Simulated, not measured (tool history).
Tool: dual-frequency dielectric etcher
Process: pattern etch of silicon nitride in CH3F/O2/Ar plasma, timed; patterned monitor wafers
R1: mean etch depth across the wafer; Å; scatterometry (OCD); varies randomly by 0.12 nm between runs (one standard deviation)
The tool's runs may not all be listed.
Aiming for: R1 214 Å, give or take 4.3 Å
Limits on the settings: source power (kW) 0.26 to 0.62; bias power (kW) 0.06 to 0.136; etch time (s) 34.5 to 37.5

run 1 hour=0 | source_power_(kW)=0.44 bias_power_(kW)=0.098 etch_time_(s)=37.5 | R1=323.4
run 2 hour=4.6 | source_power_(kW)=0.41 bias_power_(kW)=0.098 etch_time_(s)=37.5 | R1=317.49
run 3 hour=7.4 | source_power_(kW)=0.41 bias_power_(kW)=0.098 etch_time_(s)=37.5 | R1=315.73
run 4 hour=13.7 | source_power_(kW)=0.41 bias_power_(kW)=0.098 etch_time_(s)=34.5 | R1=288.99
run 5 hour=19.7 | source_power_(kW)=0.41 bias_power_(kW)=0.084 etch_time_(s)=34.5 | R1=268.48
run 6 hour=20.6 | source_power_(kW)=0.41 bias_power_(kW)=0.074 etch_time_(s)=34.5 | R1=249.33
run 7 hour=23.2 | source_power_(kW)=0.39 bias_power_(kW)=0.073 etch_time_(s)=34.5 | R1=240.99
run 8 hour=25.1 | source_power_(kW)=0.38 bias_power_(kW)=0.073 etch_time_(s)=34.5 | R1=237.95
run 9 hour=29.1 | source_power_(kW)=0.37 bias_power_(kW)=0.073 etch_time_(s)=34.5 | R1=235.76
run 10 hour=36.5 | source_power_(kW)=0.36 bias_power_(kW)=0.073 etch_time_(s)=34.5 | R1=232.58
run 11 hour=42.8 | source_power_(kW)=0.35 bias_power_(kW)=0.073 etch_time_(s)=34.5 | R1=229.66
run 12 hour=49.1 | source_power_(kW)=0.34 bias_power_(kW)=0.073 etch_time_(s)=34.5 | R1=227.12
run 13 hour=55 | source_power_(kW)=0.33 bias_power_(kW)=0.073 etch_time_(s)=34.5 | R1=222.42

Which single option among these 5 for the next run brings every result within its allowed miss of target? Just one does.
run A hour=60.9 | source_power_(kW)=0.35 bias_power_(kW)=0.07 etch_time_(s)=34.5 | R1=?
run B hour=60.9 | source_power_(kW)=0.33 bias_power_(kW)=0.073 etch_time_(s)=35.5 | R1=?
run C hour=60.9 | source_power_(kW)=0.27 bias_power_(kW)=0.073 etch_time_(s)=37 | R1=?
run D hour=60.9 | source_power_(kW)=0.3 bias_power_(kW)=0.07 etch_time_(s)=37 | R1=?
run E hour=60.9 | source_power_(kW)=0.33 bias_power_(kW)=0.078 etch_time_(s)=34.5 | R1=?

move=A R1=225.4
move=B R1=230.31
move=C R1=215.38
move=D R1=222.89
move=E R1=232.14
A: moves away from the targets compared with the last run
B: moves away from the targets compared with the last run
C: hits every target within its allowed miss
D: moves away from the targets compared with the last run
E: moves away from the targets compared with the last run
The right move is C.
